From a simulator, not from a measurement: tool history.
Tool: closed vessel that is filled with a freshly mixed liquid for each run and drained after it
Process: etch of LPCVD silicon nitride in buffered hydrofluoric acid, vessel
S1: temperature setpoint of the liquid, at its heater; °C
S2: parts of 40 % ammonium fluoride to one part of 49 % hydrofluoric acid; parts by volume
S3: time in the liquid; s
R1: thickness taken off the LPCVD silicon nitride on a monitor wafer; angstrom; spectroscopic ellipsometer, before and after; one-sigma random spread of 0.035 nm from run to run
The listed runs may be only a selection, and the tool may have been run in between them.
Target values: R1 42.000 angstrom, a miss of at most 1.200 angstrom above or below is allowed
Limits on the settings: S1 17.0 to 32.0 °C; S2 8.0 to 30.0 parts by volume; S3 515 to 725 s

| run | day | S1 | S2 | S3 | R1 |
|---|---|---|---|---|---|
| 1 | 0.000 | 24.0 | 22.5 | 725 | 53.214 |
| 2 | 0.100 | 24.0 | 25.0 | 725 | 48.570 |
| 3 | 0.371 | 23.5 | 25.0 | 725 | 48.394 |
| 4 | 0.738 | 23.5 | 25.0 | 725 | 48.041 |
| 5 | 0.833 | 23.0 | 25.0 | 725 | 46.740 |
| 6 | 0.908 | 23.0 | 20.0 | 725 | 54.209 |
| 7 | 1.017 | 22.0 | 20.0 | 725 | 50.949 |
| 8 | 1.358 | 21.0 | 20.0 | 725 | 49.749 |
| 9 | 1.721 | 20.0 | 20.0 | 725 | 46.039 |

Which single option among these 4 for the next run brings every result within its allowed miss of target? Just one does.
| A | 2.083 | 19.5 | 17.5 | 710 | ? |
| B | 2.083 | 19.5 | 22.0 | 725 | ? |
| C | 2.083 | 20.0 | 19.5 | 605 | ? |
| D | 2.083 | 19.0 | 20.0 | 725 | ? |

| move | R1 |
|---|---|
| A | 50.417 |
| B | 42.248 |
| C | 39.707 |
| D | 43.864 |
A: lands further from the targets than the last run did
B: every result lands within tolerance
C: pushes the last run's worst result past its target
D: nearer the targets than the last run, but a result is still out of spec
B meets every target.
